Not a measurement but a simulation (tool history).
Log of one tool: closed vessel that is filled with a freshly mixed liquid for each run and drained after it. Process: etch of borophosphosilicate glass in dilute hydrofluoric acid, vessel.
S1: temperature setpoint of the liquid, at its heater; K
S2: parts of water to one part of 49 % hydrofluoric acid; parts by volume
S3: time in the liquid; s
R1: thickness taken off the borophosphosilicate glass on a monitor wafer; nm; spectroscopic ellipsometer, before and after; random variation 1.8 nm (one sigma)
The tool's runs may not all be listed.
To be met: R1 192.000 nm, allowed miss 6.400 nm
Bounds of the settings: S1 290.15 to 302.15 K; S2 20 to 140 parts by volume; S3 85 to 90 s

run,hour,S1,S2,S3,R1
1,0.0,294.15,75,85,71.244
2,3.4,297.65,75,85,84.383
3,8.3,298.15,70,85,90.026
4,9.7,298.15,70,90,95.429
5,16.7,298.15,45,90,156.650
6,22.7,299.65,45,90,161.570
7,27.3,300.15,45,90,170.300
8,32.0,301.15,45,90,176.420
9,34.2,301.65,45,90,176.460
10,37.4,302.15,45,90,183.310
11,40.7,302.15,40,90,207.360

Which of these 4 next moves meets every target?
A,44.0,300.15,40,90,?
B,44.0,302.15,35,85,?
C,44.0,302.15,35,90,?
D,44.0,298.65,40,90,?

move,R1
A,192.950
B,227.450
C,240.820
D,181.500
A: meets every target
B: further off than the last run
C: further off than the last run
D: takes the result that was furthest off past its target
The right move is A.

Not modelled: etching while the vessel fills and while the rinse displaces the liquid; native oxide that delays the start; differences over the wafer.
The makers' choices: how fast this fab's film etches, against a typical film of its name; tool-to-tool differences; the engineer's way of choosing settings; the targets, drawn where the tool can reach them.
